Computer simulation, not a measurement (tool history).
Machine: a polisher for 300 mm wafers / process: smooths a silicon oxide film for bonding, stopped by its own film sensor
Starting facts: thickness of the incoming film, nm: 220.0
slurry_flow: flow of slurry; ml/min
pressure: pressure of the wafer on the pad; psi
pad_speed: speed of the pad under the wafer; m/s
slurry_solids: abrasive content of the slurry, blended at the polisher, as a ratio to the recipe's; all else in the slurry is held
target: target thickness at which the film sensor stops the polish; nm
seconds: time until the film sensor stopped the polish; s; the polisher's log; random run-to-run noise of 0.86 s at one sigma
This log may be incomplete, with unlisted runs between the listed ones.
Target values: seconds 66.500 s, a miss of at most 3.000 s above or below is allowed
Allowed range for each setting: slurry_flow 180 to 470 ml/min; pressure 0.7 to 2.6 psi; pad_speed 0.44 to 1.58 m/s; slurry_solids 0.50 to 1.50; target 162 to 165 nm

| run | hour | slurry_flow | pressure | pad_speed | slurry_solids | target | seconds |
|---|---|---|---|---|---|---|---|
| 1 | 0.0 | 300 | 1.6 | 1.00 | 1.00 | 165 | 101.510 |
| 2 | 5.3 | 300 | 1.8 | 1.00 | 1.00 | 165 | 91.089 |
| 3 | 12.0 | 300 | 1.8 | 1.00 | 1.10 | 165 | 86.203 |
| 4 | 13.6 | 300 | 1.9 | 1.00 | 1.10 | 165 | 83.598 |
| 5 | 20.9 | 360 | 1.9 | 1.00 | 1.10 | 165 | 81.137 |
| 6 | 24.7 | 360 | 2.0 | 1.00 | 1.10 | 165 | 80.474 |
| 7 | 31.0 | 360 | 2.1 | 1.00 | 1.10 | 165 | 75.030 |
| 8 | 34.4 | 360 | 2.2 | 1.00 | 1.10 | 165 | 70.718 |
| 9 | 37.7 | 360 | 2.3 | 1.00 | 1.10 | 165 | 68.959 |

Next run, 5 choices. One meets every target within its allowed miss, the rest don't. Which?
| A | 41.0 | 360 | 2.0 | 1.18 | 1.10 | 162 | ? |
| B | 41.0 | 395 | 2.4 | 0.94 | 1.05 | 162 | ? |
| C | 41.0 | 340 | 2.4 | 1.06 | 1.15 | 163 | ? |
| D | 41.0 | 275 | 2.1 | 0.88 | 1.30 | 165 | ? |
| E | 41.0 | 435 | 2.1 | 1.02 | 1.05 | 165 | ? |

| move | seconds |
|---|---|
| A | 73.295 |
| B | 75.992 |
| C | 65.978 |
| D | 80.636 |
| E | 75.378 |
A: misses by more than the last run did
B: misses by more than the last run did
C: all results land within tolerance of their targets
D: misses by more than the last run did
E: misses by more than the last run did
C is the move that brings every result within its allowed miss.

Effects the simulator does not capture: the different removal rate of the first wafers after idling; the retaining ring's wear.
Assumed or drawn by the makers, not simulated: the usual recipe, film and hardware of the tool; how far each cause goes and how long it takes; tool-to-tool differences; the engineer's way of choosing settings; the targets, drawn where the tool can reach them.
